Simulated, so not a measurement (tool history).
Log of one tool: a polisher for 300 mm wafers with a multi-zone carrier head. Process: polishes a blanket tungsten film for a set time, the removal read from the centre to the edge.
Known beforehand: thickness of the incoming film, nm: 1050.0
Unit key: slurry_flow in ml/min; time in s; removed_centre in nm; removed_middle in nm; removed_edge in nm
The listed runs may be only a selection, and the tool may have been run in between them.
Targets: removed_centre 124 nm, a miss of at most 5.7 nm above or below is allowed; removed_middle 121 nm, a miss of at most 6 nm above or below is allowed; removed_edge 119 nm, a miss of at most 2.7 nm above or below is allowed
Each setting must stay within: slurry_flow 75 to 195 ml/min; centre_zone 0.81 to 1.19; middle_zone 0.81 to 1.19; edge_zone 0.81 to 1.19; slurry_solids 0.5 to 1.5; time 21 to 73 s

run  hour  slurry_flow  centre_zone  middle_zone  edge_zone  slurry_solids  time  removed_centre  removed_middle  removed_edge
  1     0          125            1            1          1              1    47           230.1           217.8         222.7
  2   7.7          120            1            1       0.98           0.95    45          210.48          199.73        206.09
  3  11.3          120            1         0.95       0.98           0.95    45          211.15          191.61        206.36
  4  14.6          120            1         0.96       0.96            0.9    43          201.49          183.07        195.22
  5  18.8          120         0.92         0.96       0.96            0.9    43          187.27          182.26        192.74
  6  25.5          120         0.92         0.97       0.94           0.85    41          173.42          174.36        181.56
  7    34          120         0.93         0.97       0.93            0.8    39          161.71          164.96        168.89
  8    37          120         0.93         0.97       0.93            0.8    39          163.53          166.54         170.1
  9  43.5          120         0.93         0.97       0.93            0.8    39          163.25          165.83        168.68
 10  45.5          120         0.94         0.97       0.92           0.75    38          163.07          156.42        162.62

Which single option among these 4 for the next run brings every result within its allowed miss of target? Just one does.
  A  47.5          130         0.92         0.93       0.88            0.7    30               ?               ?             ?
  B  47.5          175         0.93         0.97       0.88           0.65    28               ?               ?             ?
  C  47.5          130         1.03         0.96       0.84            0.7    29               ?               ?             ?
  D  47.5          105         1.09         0.91       0.91            0.5    31               ?               ?             ?

move  removed_centre  removed_middle  removed_edge
   A          121.03          122.98        124.79
   B          120.45          124.42        119.78
   C          131.12          122.02        118.08
   D          130.12          110.26         117.9
A: gains on the last run, yet a result remains outside its allowed miss
B: all results land within tolerance of their targets
C: meets the target for the result that was furthest off, but another lies outside its allowed miss
D: meets the target for the result that was furthest off, but another lies outside its allowed miss
So the answer is move B, the one that meets all the targets.

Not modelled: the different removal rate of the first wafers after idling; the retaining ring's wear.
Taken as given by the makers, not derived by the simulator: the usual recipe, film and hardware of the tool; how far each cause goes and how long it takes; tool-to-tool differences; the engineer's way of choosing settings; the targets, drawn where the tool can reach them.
